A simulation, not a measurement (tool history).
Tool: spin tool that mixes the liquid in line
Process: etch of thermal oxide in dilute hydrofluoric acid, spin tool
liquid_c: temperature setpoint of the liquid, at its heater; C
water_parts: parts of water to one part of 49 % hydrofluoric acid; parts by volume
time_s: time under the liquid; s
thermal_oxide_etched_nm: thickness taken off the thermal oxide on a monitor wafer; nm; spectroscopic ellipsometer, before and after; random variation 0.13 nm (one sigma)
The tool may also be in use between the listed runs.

| run | hour | liquid_c | water_parts | time_s | thermal_oxide_etched_nm |
|---|---|---|---|---|---|
| 1 | 0 | 23 | 290 | 320 | 4.409 |
| 2 | 8.3 | 24 | 270 | 320 | 4.9395 |
| 3 | 15.3 | 24 | 320 | 320 | 4.1141 |
| 4 | 20.4 | 24 | 320 | 340 | 4.3612 |
| 5 | 28.3 | 25 | 295 | 340 | 4.9292 |
| 6 | 33.9 | 25.5 | 270 | 340 | 5.6985 |

Run 7, settings as shown, results not yet in. Your forecast:
| 7 | 41.2 | 26 | 255 | 340 | ? |

thermal_oxide_etched_nm: 6.3062 nm
